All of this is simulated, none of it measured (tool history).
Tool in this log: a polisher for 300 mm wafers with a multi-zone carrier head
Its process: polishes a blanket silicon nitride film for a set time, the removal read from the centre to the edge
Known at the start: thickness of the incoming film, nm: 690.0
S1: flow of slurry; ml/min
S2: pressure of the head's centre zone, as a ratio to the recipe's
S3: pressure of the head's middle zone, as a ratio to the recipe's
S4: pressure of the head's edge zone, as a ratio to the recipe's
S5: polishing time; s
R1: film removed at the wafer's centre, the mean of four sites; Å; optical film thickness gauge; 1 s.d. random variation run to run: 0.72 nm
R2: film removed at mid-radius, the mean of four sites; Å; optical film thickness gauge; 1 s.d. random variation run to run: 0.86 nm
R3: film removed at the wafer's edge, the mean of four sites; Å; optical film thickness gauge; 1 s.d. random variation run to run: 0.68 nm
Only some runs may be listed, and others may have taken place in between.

Run 1, day 0: S1 285 ml/min, S2 1, S3 1, S4 1, S5 75 s. Result: R1 1226.7 Å, R2 1215 Å, R3 1213.7 Å.
Run 2, day 0.371: S1 275 ml/min, S2 0.99, S3 0.99, S4 0.96, S5 74 s. Result: R1 1204.4 Å, R2 1185.4 Å, R3 1182.9 Å.
Run 3, day 0.512: S1 270 ml/min, S2 0.99, S3 0.99, S4 0.93, S5 73 s. Result: R1 1175.6 Å, R2 1182 Å, R3 1128.9 Å.
Run 4, day 0.612: S1 260 ml/min, S2 0.99, S3 0.98, S4 0.91, S5 73 s. Result: R1 1188.5 Å, R2 1151.1 Å, R3 1126.8 Å.
Run 5, day 0.762: S1 260 ml/min, S2 0.99, S3 0.98, S4 0.91, S5 58 s. Result: R1 936.45 Å, R2 914.18 Å, R3 890.79 Å.
Run 6, day 1.1: S1 280 ml/min, S2 1.02, S3 1.01, S4 0.95, S5 59 s. Result: R1 983.38 Å, R2 958.3 Å, R3 913.33 Å.
Run 7, day 1.154: S1 295 ml/min, S2 1.03, S3 1.03, S4 0.99, S5 60 s. Result: R1 1028.2 Å, R2 996.23 Å, R3 953.19 Å.

Run 8 comes next. What will it give?
Run 8, day 1.321: S1 310 ml/min, S2 1.03, S3 1.05, S4 1.02, S5 61 s. Result: R1 ?, R2 ?, R3 ?.

{"run 8": {"R1": 1041.4, "R2": 1032.9, "R3": 1000.3}}

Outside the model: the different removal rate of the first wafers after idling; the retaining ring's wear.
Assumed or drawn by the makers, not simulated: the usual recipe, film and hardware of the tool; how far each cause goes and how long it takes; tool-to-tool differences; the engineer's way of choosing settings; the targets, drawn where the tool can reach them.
